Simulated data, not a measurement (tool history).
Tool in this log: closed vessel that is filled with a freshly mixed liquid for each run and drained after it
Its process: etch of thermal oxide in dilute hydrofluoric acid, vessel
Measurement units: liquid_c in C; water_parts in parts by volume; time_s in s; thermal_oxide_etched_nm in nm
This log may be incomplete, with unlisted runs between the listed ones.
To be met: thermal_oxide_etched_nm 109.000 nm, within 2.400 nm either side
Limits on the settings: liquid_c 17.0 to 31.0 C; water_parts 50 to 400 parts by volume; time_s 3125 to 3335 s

run 1 day=0.000 | liquid_c=23.0 water_parts=225 time_s=3125 | thermal_oxide_etched_nm=54.373
run 2 day=0.058 | liquid_c=23.0 water_parts=225 time_s=3335 | thermal_oxide_etched_nm=58.106
run 3 day=0.100 | liquid_c=25.0 water_parts=210 time_s=3335 | thermal_oxide_etched_nm=67.950
run 4 day=0.125 | liquid_c=26.5 water_parts=195 time_s=3335 | thermal_oxide_etched_nm=79.225
run 5 day=0.483 | liquid_c=29.5 water_parts=195 time_s=3335 | thermal_oxide_etched_nm=88.165
run 6 day=0.850 | liquid_c=30.0 water_parts=185 time_s=3335 | thermal_oxide_etched_nm=95.611
run 7 day=1.012 | liquid_c=30.0 water_parts=180 time_s=3335 | thermal_oxide_etched_nm=98.600
run 8 day=1.371 | liquid_c=30.0 water_parts=175 time_s=3335 | thermal_oxide_etched_nm=102.280

Below are 5 possible settings for the next run. Only one of them brings all results inside the allowed miss of their targets. Which is it?
run A day=1.729 | liquid_c=29.0 water_parts=180 time_s=3335 | thermal_oxide_etched_nm=?
run B day=1.729 | liquid_c=28.5 water_parts=150 time_s=3135 | thermal_oxide_etched_nm=?
run C day=1.729 | liquid_c=29.0 water_parts=185 time_s=3335 | thermal_oxide_etched_nm=?
run D day=1.729 | liquid_c=26.5 water_parts=165 time_s=3335 | thermal_oxide_etched_nm=?
run E day=1.729 | liquid_c=31.0 water_parts=165 time_s=3335 | thermal_oxide_etched_nm=?

move=A thermal_oxide_etched_nm=95.479
move=B thermal_oxide_etched_nm=109.820
move=C thermal_oxide_etched_nm=92.330
move=D thermal_oxide_etched_nm=96.895
move=E thermal_oxide_etched_nm=113.930
A: misses by more than the last run did
B: all results in spec
C: misses by more than the last run did
D: misses by more than the last run did
E: carries the result that was furthest off beyond its target, to the other side
Answer: B
